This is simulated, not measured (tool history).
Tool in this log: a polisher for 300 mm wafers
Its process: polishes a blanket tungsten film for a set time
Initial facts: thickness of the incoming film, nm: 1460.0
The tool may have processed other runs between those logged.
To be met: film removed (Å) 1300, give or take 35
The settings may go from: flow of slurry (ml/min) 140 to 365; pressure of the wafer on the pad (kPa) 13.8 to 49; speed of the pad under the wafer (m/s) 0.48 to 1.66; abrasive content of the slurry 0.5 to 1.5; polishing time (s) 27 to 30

run,hour,flow of slurry (ml/min),pressure of the wafer on the pad (kPa),speed of the pad under the wafer (m/s),abrasive content of the slurry,polishing time (s),film removed (Å)
1,0,235,31,1.06,1,30,1489.2
2,2.3,230,29.6,1.06,1,30,1417.8
3,6.2,230,25.5,1.06,1,30,1233.1
4,10.4,230,25.5,0.8,1,30,939.2
5,19.1,235,28.3,0.8,1,30,1036.6
6,21.5,240,30.3,0.8,1,30,1118.1
7,22.5,245,31.7,0.8,1,30,1176.8
8,29.6,255,32.4,0.8,1,30,1190.8
9,35.3,255,33.1,0.8,1,30,1210.6
10,41.2,255,33.8,0.8,1,30,1259.8

Exactly one of the 5 candidate moves below puts every result within its allowed miss. Which one?
A,47.1,245,35.9,0.82,1.1,27,?
B,47.1,310,33.1,0.8,1,28,?
C,47.1,230,38.6,0.74,1.05,30,?
D,47.1,250,29,0.92,1.15,29,?
E,47.1,215,32.4,0.9,1.3,27,?

move,film removed (Å)
A,1223
B,1157.6
C,1304.4
D,1203.7
E,1224.2
A: misses by more than the last run did
B: misses by more than the last run did
C: each result inside its tolerance
D: misses by more than the last run did
E: misses by more than the last run did
Move C is the one to make.
